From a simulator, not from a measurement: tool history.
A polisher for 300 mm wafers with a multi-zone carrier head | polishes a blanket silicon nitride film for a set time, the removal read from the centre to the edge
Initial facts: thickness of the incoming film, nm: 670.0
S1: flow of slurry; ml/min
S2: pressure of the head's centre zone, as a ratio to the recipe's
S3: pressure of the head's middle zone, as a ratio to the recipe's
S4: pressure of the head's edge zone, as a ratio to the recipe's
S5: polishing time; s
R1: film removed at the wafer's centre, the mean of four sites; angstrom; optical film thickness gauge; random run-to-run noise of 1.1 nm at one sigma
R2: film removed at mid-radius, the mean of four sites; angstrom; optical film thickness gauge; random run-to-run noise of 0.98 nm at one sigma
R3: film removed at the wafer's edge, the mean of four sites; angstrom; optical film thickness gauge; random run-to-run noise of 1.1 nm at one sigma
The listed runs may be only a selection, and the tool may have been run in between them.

| run | day | S1 | S2 | S3 | S4 | S5 | R1 | R2 | R3 |
|---|---|---|---|---|---|---|---|---|---|
| 1 | 0.000 | 215 | 1.00 | 1.00 | 1.00 | 89 | 1556.1 | 1584.0 | 1560.3 |
| 2 | 0.071 | 210 | 1.01 | 0.97 | 0.97 | 84 | 1493.7 | 1461.8 | 1455.1 |
| 3 | 0.396 | 205 | 1.02 | 0.95 | 0.95 | 80 | 1426.5 | 1362.0 | 1359.4 |
| 4 | 0.521 | 205 | 1.02 | 0.98 | 0.95 | 80 | 1416.5 | 1408.2 | 1366.7 |
| 5 | 0.850 | 200 | 1.02 | 0.95 | 0.93 | 77 | 1369.2 | 1331.3 | 1291.2 |
| 6 | 1.146 | 195 | 1.02 | 0.93 | 0.92 | 75 | 1318.2 | 1257.1 | 1254.5 |
| 7 | 1.492 | 190 | 1.03 | 0.91 | 0.90 | 74 | 1338.3 | 1207.5 | 1229.7 |

Predict the results of run 8:
| 8 | 1.525 | 185 | 1.03 | 0.90 | 0.89 | 73 | ? | ? | ? |

Logged for run 8: R1 1276.0 angstrom, R2 1202.4 angstrom, R3 1217.9 angstrom.
